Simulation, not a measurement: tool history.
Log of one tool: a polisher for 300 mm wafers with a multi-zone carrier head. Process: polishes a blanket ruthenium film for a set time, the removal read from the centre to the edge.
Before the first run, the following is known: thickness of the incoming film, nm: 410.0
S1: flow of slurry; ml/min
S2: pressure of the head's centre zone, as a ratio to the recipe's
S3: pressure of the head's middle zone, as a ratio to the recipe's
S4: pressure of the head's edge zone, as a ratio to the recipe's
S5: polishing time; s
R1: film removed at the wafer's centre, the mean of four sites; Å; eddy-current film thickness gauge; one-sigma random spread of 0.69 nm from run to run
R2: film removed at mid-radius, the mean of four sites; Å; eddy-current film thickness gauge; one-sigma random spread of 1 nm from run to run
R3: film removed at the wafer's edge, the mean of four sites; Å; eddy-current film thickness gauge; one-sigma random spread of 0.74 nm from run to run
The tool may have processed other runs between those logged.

run	day	S1	S2	S3	S4	S5	R1	R2	R3
1	0.000	265	1.00	1.00	1.00	70	486.19	484.63	538.89
2	0.333	265	1.00	1.00	1.00	82	570.98	575.30	614.40
3	0.550	265	1.00	1.00	0.94	82	576.30	570.27	605.53
4	0.842	265	1.04	1.00	0.94	82	592.42	575.81	602.95
# day 0.929: edge zone pressure recalibrated
5	0.929	265	1.04	1.00	0.87	82	604.01	590.67	562.27
6	1.242	265	1.04	1.00	0.95	82	601.72	577.87	588.74
7	1.358	270	1.01	1.05	0.97	84	596.17	605.04	600.33
8	1.467	270	0.96	1.08	0.99	88	605.36	641.29	638.46

Predict the results of run 9:
9	1.746	270	0.92	1.11	1.00	90	?	?	?

Run 9 yielded R1 577.84 Å, R2 684.45 Å, R3 658.92 Å.
